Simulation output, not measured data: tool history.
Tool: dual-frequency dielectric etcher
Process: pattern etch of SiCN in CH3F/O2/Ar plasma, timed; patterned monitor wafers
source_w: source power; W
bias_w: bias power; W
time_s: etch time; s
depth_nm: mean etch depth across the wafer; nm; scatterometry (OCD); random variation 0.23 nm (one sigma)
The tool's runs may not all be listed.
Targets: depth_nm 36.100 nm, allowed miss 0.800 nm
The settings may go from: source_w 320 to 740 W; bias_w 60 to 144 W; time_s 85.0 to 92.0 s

{"run": 1, "hour": 0.0, "source_w": 530, "bias_w": 102, "time_s": 92.0, "depth_nm": 45.299}
{"run": 2, "hour": 1.3, "source_w": 530, "bias_w": 102, "time_s": 92.0, "depth_nm": 45.15}
{"run": 3, "hour": 6.4, "source_w": 480, "bias_w": 94, "time_s": 91.0, "depth_nm": 42.082}
{"run": 4, "hour": 11.5, "source_w": 480, "bias_w": 94, "time_s": 85.0, "depth_nm": 39.003}
{"run": 5, "hour": 12.7, "source_w": 530, "bias_w": 94, "time_s": 85.0, "depth_nm": 40.833}
{"run": 6, "hour": 21.1, "source_w": 480, "bias_w": 92, "time_s": 85.0, "depth_nm": 38.803}
{"run": 7, "hour": 26.5, "source_w": 460, "bias_w": 91, "time_s": 85.0, "depth_nm": 37.685}
{"run": 8, "hour": 30.3, "source_w": 450, "bias_w": 91, "time_s": 85.0, "depth_nm": 37.601}
{"run": 9, "hour": 36.7, "source_w": 440, "bias_w": 91, "time_s": 85.0, "depth_nm": 37.105}

5 next moves are on the table. One of them brings every result within its allowed miss. Which?
{"run": "A", "hour": 43.1, "source_w": 500, "bias_w": 60, "time_s": 88.5, "depth_nm": "?"}
{"run": "B", "hour": 43.1, "source_w": 450, "bias_w": 93, "time_s": 85.0, "depth_nm": "?"}
{"run": "C", "hour": 43.1, "source_w": 380, "bias_w": 104, "time_s": 88.5, "depth_nm": "?"}
{"run": "D", "hour": 43.1, "source_w": 370, "bias_w": 88, "time_s": 86.0, "depth_nm": "?"}
{"run": "E", "hour": 43.1, "source_w": 410, "bias_w": 70, "time_s": 88.5, "depth_nm": "?"}

move=A depth_nm=35.666
move=B depth_nm=37.324
move=C depth_nm=37.461
move=D depth_nm=34.049
move=E depth_nm=34.164
A: meets every target
B: further off than the last run
C: further off than the last run
D: takes the result that was furthest off past its target
E: takes the result that was furthest off past its target
The right move is A.
